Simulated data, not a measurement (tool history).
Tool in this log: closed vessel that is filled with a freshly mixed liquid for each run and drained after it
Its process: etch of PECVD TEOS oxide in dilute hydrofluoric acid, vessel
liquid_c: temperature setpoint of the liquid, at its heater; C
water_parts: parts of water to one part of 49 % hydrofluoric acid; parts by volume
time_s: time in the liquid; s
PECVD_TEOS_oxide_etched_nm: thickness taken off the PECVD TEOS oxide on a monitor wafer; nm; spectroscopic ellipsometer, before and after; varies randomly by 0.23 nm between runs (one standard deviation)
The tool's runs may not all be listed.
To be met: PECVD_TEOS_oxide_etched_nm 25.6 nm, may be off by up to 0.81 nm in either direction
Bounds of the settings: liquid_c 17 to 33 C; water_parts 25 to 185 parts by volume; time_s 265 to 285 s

Run 1, hour 0: liquid_c 25 C, water_parts 105 parts by volume, time_s 265 s. Result: PECVD_TEOS_oxide_etched_nm 43.754 nm.
Run 2, hour 1.2: liquid_c 23.5 C, water_parts 110 parts by volume, time_s 265 s. Result: PECVD_TEOS_oxide_etched_nm 39.434 nm.
Run 3, hour 3.8: liquid_c 22.5 C, water_parts 115 parts by volume, time_s 265 s. Result: PECVD_TEOS_oxide_etched_nm 35.555 nm.
Run 4, hour 5.7: liquid_c 22.5 C, water_parts 115 parts by volume, time_s 265 s. Result: PECVD_TEOS_oxide_etched_nm 35.418 nm.
Run 5, hour 14: liquid_c 21.5 C, water_parts 115 parts by volume, time_s 265 s. Result: PECVD_TEOS_oxide_etched_nm 35.024 nm.
Run 6, hour 22.2: liquid_c 21.5 C, water_parts 115 parts by volume, time_s 265 s. Result: PECVD_TEOS_oxide_etched_nm 34.67 nm.
Run 7, hour 25.9: liquid_c 20.5 C, water_parts 120 parts by volume, time_s 265 s. Result: PECVD_TEOS_oxide_etched_nm 32.17 nm.
Run 8, hour 29.9: liquid_c 20 C, water_parts 125 parts by volume, time_s 265 s. Result: PECVD_TEOS_oxide_etched_nm 30.001 nm.
Run 9, hour 36.3: liquid_c 19.5 C, water_parts 125 parts by volume, time_s 265 s. Result: PECVD_TEOS_oxide_etched_nm 29.092 nm.
Run 10, hour 37.4: liquid_c 19 C, water_parts 125 parts by volume, time_s 265 s. Result: PECVD_TEOS_oxide_etched_nm 28.437 nm.
Run 11, hour 40.3: liquid_c 18.5 C, water_parts 125 parts by volume, time_s 265 s. Result: PECVD_TEOS_oxide_etched_nm 28.051 nm.
Run 12, hour 48.4: liquid_c 18 C, water_parts 125 parts by volume, time_s 265 s. Result: PECVD_TEOS_oxide_etched_nm 27.302 nm.

Below are 4 possible settings for the next run. Only one of them brings all results inside the allowed miss of their targets. Which is it?
Run A, hour 56.5: liquid_c 18.5 C, water_parts 125 parts by volume, time_s 280 s. Result: PECVD_TEOS_oxide_etched_nm ?.
Run B, hour 56.5: liquid_c 17 C, water_parts 120 parts by volume, time_s 275 s. Result: PECVD_TEOS_oxide_etched_nm ?.
Run C, hour 56.5: liquid_c 17.5 C, water_parts 135 parts by volume, time_s 280 s. Result: PECVD_TEOS_oxide_etched_nm ?.
Run D, hour 56.5: liquid_c 20.5 C, water_parts 130 parts by volume, time_s 275 s. Result: PECVD_TEOS_oxide_etched_nm ?.

move  PECVD_TEOS_oxide_etched_nm
   A                      29.206
   B                      28.227
   C                      25.691
   D                      29.753
A: lands further from the targets than the last run did
B: lands further from the targets than the last run did
C: every result within its allowed miss
D: lands further from the targets than the last run did
Answer: C
